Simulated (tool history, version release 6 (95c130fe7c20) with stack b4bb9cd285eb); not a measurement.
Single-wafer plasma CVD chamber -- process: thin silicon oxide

run,day,heater temperature setpoint (°C),chamber pressure (Pa),RF power (W),deposition time (s),mean film thickness on the monitor wafer (nm)
1,0,390,126.7,305,14.2,29.757
2,0.208,390,126.7,305,14.2,29.388
3,0.454,390,126.7,305,14.2,29.777
4,0.588,390,126.7,305,14.7,30.841
5,0.933,390,126.7,305,14.7,30.746
6,1.033,390,110.3,305,14.7,26.451
7,1.358,390,100.1,305,14.7,23.483

Estimate the outcome of run 8 from the log above:
8,1.592,390,94.7,305,14.7,?

Run 8 yielded mean film thickness on the monitor wafer (nm) 21.904.

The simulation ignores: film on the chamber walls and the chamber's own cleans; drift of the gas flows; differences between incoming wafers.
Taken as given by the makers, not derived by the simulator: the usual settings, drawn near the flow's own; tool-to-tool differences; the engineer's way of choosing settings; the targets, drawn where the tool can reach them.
